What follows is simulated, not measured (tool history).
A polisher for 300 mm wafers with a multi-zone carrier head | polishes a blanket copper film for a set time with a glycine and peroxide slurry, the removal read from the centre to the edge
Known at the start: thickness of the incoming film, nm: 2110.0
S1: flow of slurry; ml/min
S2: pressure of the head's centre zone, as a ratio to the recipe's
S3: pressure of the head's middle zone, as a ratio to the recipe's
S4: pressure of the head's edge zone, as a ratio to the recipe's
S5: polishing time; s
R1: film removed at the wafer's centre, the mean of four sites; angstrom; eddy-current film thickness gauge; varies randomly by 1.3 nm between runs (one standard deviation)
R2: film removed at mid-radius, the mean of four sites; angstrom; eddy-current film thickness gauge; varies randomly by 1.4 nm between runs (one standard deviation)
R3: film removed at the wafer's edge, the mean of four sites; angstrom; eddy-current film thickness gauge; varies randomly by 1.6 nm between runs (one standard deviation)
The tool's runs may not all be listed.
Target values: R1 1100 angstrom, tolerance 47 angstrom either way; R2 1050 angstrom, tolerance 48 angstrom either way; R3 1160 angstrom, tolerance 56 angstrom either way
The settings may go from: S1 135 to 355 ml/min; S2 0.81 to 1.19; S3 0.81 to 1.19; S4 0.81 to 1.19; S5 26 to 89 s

{"run": 1, "hour": 0.0, "S1": 225, "S2": 1, "S3": 1, "S4": 1, "S5": 57, "R1": 1993.2, "R2": 1920.1, "R3": 1953}
{"run": 2, "hour": 2.8, "S1": 220, "S2": 0.98, "S3": 0.97, "S4": 0.98, "S5": 50, "R1": 1706.6, "R2": 1618.9, "R3": 1716}
{"run": 3, "hour": 11.3, "S1": 220, "S2": 0.98, "S3": 0.97, "S4": 0.98, "S5": 56, "R1": 1929.7, "R2": 1880.9, "R3": 1921.4}
{"run": 4, "hour": 13.7, "S1": 220, "S2": 0.91, "S3": 0.97, "S4": 0.98, "S5": 56, "R1": 1765.7, "R2": 1811.8, "R3": 1912.8}
{"run": 5, "hour": 19.2, "S1": 220, "S2": 0.91, "S3": 0.96, "S4": 0.96, "S5": 49, "R1": 1559.8, "R2": 1633.8, "R3": 1604.9}
{"run": 6, "hour": 27.6, "S1": 220, "S2": 0.99, "S3": 0.96, "S4": 0.96, "S5": 49, "R1": 1625.7, "R2": 1608.3, "R3": 1653.8}
{"run": 7, "hour": 32.1, "S1": 220, "S2": 0.99, "S3": 0.96, "S4": 0.96, "S5": 49, "R1": 1672, "R2": 1638.3, "R3": 1669.5}
{"run": 8, "hour": 40.0, "S1": 215, "S2": 0.98, "S3": 0.94, "S4": 0.97, "S5": 44, "R1": 1476.1, "R2": 1418.4, "R3": 1481.7}
{"run": 9, "hour": 46.1, "S1": 210, "S2": 0.97, "S3": 0.92, "S4": 0.97, "S5": 41, "R1": 1345.3, "R2": 1312.1, "R3": 1379.7}
{"run": 10, "hour": 50.6, "S1": 205, "S2": 0.97, "S3": 0.9, "S4": 0.97, "S5": 39, "R1": 1303.9, "R2": 1194.4, "R3": 1341.8}
{"run": 11, "hour": 57.9, "S1": 200, "S2": 0.9, "S3": 0.89, "S4": 0.87, "S5": 32, "R1": 976.92, "R2": 979.62, "R3": 1029.7}
{"run": 12, "hour": 62.0, "S1": 210, "S2": 0.91, "S3": 0.89, "S4": 0.9, "S5": 32, "R1": 990.37, "R2": 974.58, "R3": 1062.7}
{"run": 13, "hour": 68.5, "S1": 210, "S2": 0.92, "S3": 0.9, "S4": 0.92, "S5": 32, "R1": 982.19, "R2": 996.66, "R3": 1055.6}
{"run": 14, "hour": 71.9, "S1": 210, "S2": 0.93, "S3": 0.9, "S4": 0.94, "S5": 32, "R1": 1011.8, "R2": 980.31, "R3": 1047.9}

Below are 4 possible settings for the next run. Only one of them brings all results inside the allowed miss of their targets. Which is it?
{"run": "A", "hour": 75.3, "S1": 220, "S2": 0.95, "S3": 0.9, "S4": 1, "S5": 33, "R1": "?", "R2": "?", "R3": "?"}
{"run": "B", "hour": 75.3, "S1": 145, "S2": 0.99, "S3": 0.81, "S4": 0.89, "S5": 34, "R1": "?", "R2": "?", "R3": "?"}
{"run": "C", "hour": 75.3, "S1": 220, "S2": 0.83, "S3": 0.89, "S4": 0.99, "S5": 35, "R1": "?", "R2": "?", "R3": "?"}
{"run": "D", "hour": 75.3, "S1": 245, "S2": 0.85, "S3": 0.98, "S4": 1, "S5": 29, "R1": "?", "R2": "?", "R3": "?"}

move=A R1=1081.6 R2=1042 R3=1128.9
move=B R1=1085.4 R2=926.96 R3=1055
move=C R1=1001.2 R2=1095.6 R3=1191.7
move=D R1=862.18 R2=996.11 R3=1000.4
A: in spec on every target
B: its largest miss is bigger than the last run's
C: brings the result that was furthest off to its target, and leaves another outside
D: its largest miss is bigger than the last run's
A meets every target.
